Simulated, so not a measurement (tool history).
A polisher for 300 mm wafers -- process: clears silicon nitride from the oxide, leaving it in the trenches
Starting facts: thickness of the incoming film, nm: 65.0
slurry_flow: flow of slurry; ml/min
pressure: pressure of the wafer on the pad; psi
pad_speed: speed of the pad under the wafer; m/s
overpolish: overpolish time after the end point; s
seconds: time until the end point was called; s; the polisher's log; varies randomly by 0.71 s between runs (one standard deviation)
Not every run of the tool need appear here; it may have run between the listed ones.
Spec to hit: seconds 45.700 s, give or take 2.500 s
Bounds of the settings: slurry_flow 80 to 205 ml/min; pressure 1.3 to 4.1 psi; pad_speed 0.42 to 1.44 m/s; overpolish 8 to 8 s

run 1 day=0.000 | slurry_flow=135 pressure=2.7 pad_speed=0.92 overpolish=8 | seconds=75.584
run 2 day=0.196 | slurry_flow=135 pressure=3.0 pad_speed=0.92 overpolish=8 | seconds=69.095
run 3 day=0.283 | slurry_flow=135 pressure=3.1 pad_speed=0.92 overpolish=8 | seconds=68.463
run 4 day=0.654 | slurry_flow=135 pressure=3.1 pad_speed=0.92 overpolish=8 | seconds=68.238
run 5 day=1.029 | slurry_flow=110 pressure=3.1 pad_speed=0.92 overpolish=8 | seconds=70.460
run 6 day=1.142 | slurry_flow=110 pressure=2.5 pad_speed=0.92 overpolish=8 | seconds=86.593
run 7 day=1.504 | slurry_flow=115 pressure=2.7 pad_speed=0.92 overpolish=8 | seconds=80.839
run 8 day=1.850 | slurry_flow=120 pressure=2.9 pad_speed=0.92 overpolish=8 | seconds=73.191
run 9 day=2.192 | slurry_flow=120 pressure=3.0 pad_speed=0.92 overpolish=8 | seconds=71.953
run 10 day=2.233 | slurry_flow=120 pressure=3.0 pad_speed=0.92 overpolish=8 | seconds=70.837
run 11 day=2.279 | slurry_flow=120 pressure=3.1 pad_speed=0.92 overpolish=8 | seconds=69.612
run 12 day=2.371 | slurry_flow=125 pressure=3.8 pad_speed=1.02 overpolish=8 | seconds=50.885

Which single option among these 4 for the next run brings every result within its allowed miss of target? Just one does.
run A day=2.462 | slurry_flow=110 pressure=3.6 pad_speed=1.38 overpolish=8 | seconds=?
run B day=2.462 | slurry_flow=125 pressure=3.4 pad_speed=1.30 overpolish=8 | seconds=?
run C day=2.462 | slurry_flow=150 pressure=4.1 pad_speed=1.16 overpolish=8 | seconds=?
run D day=2.462 | slurry_flow=110 pressure=4.1 pad_speed=1.26 overpolish=8 | seconds=?

move=A seconds=41.288
move=B seconds=45.126
move=C seconds=40.674
move=D seconds=39.739
A: moves the result that the last run missed by most past its target, out the other side
B: meets every target
C: moves the result that the last run missed by most past its target, out the other side
D: moves the result that the last run missed by most past its target, out the other side
B meets every target.
